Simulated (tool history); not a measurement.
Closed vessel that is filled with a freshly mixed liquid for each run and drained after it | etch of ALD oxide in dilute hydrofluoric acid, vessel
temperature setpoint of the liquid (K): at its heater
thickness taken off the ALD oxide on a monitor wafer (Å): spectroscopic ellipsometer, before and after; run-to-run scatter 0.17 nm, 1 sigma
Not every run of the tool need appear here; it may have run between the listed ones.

run  hour  temperature setpoint of the liquid (K)  parts of water to one part of 49 % hydrofluoric acid (parts by volume)  time in the liquid (s)  thickness taken off the ALD oxide on a monitor wafer (Å)
  1   0.0                                  293.15                                                                      90                      30                                                    93.995
  2   9.2                                  294.15                                                                      80                      30                                                   110.040
  3  15.1                                  291.65                                                                      80                      30                                                    99.518
  4  23.7                                  292.65                                                                      75                      30                                                   112.080
  5  25.9                                  292.65                                                                     100                      30                                                    81.308
  6  32.3                                  293.65                                                                      90                      30                                                    94.432
  7  41.4                                  294.65                                                                      80                      30                                                   111.860
  8  43.8                                  295.65                                                                      75                      30                                                   125.190
  9  50.1                                  296.15                                                                      70                      30                                                   138.070
 10  53.0                                  296.15                                                                      70                      30                                                   137.430
 11  56.2                                  296.65                                                                      65                      30                                                   152.620
 12  61.0                                  297.15                                                                      60                      30                                                   170.240
 13  68.4                                  297.15                                                                      60                      30                                                   170.910
 14  71.3                                  297.65                                                                      55                      30                                                   190.050
 15  78.1                                  298.15                                                                      55                      30                                                   192.890

Forecast run 16:
 16  85.9                                  298.65                                                                      55                      30                                                         ?

For run 16 the tool returned thickness taken off the ALD oxide on a monitor wafer (Å) 197.450.
